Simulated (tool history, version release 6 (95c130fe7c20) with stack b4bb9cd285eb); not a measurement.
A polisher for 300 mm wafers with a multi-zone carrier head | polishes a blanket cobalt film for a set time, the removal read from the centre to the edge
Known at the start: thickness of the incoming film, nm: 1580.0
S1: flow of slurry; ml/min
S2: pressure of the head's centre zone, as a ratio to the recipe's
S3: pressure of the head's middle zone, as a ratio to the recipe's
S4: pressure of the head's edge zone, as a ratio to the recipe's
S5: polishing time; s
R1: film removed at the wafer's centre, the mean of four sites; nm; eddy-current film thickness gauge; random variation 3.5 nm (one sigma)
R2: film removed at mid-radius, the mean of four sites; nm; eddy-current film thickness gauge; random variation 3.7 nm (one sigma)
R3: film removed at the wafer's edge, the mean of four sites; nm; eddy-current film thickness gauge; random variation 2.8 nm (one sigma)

| run | day | S1 | S2 | S3 | S4 | S5 | R1 | R2 | R3 |
|---|---|---|---|---|---|---|---|---|---|
| 1 | 0.000 | 170 | 1.00 | 1.00 | 1.00 | 84 | 377.52 | 378.03 | 393.94 |
| 2 | 0.321 | 165 | 0.98 | 0.97 | 0.98 | 80 | 354.95 | 357.03 | 371.76 |
| 3 | 0.571 | 160 | 0.97 | 0.94 | 0.99 | 76 | 334.56 | 329.19 | 354.86 |
| 4 | 0.942 | 160 | 0.97 | 0.94 | 0.93 | 76 | 334.99 | 339.12 | 340.59 |
| 5 | 0.971 | 160 | 0.93 | 0.94 | 0.93 | 76 | 328.20 | 340.23 | 346.05 |
| 6 | 1.142 | 160 | 0.93 | 0.91 | 0.93 | 76 | 317.24 | 327.03 | 338.86 |

Run 7 comes next. What will it give?
| 7 | 1.400 | 155 | 0.93 | 0.89 | 0.93 | 74 | ? | ? | ? |

R1: 304.38 nm
R2: 316.34 nm
R3: 338.24 nm
